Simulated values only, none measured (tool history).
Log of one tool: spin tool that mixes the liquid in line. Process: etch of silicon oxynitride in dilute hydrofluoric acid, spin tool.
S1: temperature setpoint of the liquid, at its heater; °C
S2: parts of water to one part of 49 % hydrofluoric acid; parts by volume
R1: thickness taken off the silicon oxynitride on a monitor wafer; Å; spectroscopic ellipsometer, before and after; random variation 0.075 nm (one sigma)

{"run": 1, "hour": 0.0, "S1": 21.0, "S2": 95, "time under the liquid (s)": 315, "R1": 42.268}
{"run": 2, "hour": 0.9, "S1": 21.0, "S2": 65, "time under the liquid (s)": 315, "R1": 63.883}
{"run": 3, "hour": 5.1, "S1": 21.0, "S2": 65, "time under the liquid (s)": 315, "R1": 64.602}
{"run": 4, "hour": 9.6, "S1": 21.5, "S2": 65, "time under the liquid (s)": 315, "R1": 65.032}
{"run": 5, "hour": 13.1, "S1": 21.5, "S2": 65, "time under the liquid (s)": 315, "R1": 63.794}
{"run": 6, "hour": 15.6, "S1": 25.0, "S2": 65, "time under the liquid (s)": 315, "R1": 79.036}
{"run": 7, "hour": 20.9, "S1": 24.5, "S2": 65, "time under the liquid (s)": 315, "R1": 75.821}
{"run": 8, "hour": 22.2, "S1": 24.0, "S2": 65, "time under the liquid (s)": 315, "R1": 73.744}

Run 9 comes next. What will it give?
{"run": 9, "hour": 30.4, "S1": 23.5, "S2": 65, "time under the liquid (s)": 315, "R1": "?"}

R1: 72.206 Å

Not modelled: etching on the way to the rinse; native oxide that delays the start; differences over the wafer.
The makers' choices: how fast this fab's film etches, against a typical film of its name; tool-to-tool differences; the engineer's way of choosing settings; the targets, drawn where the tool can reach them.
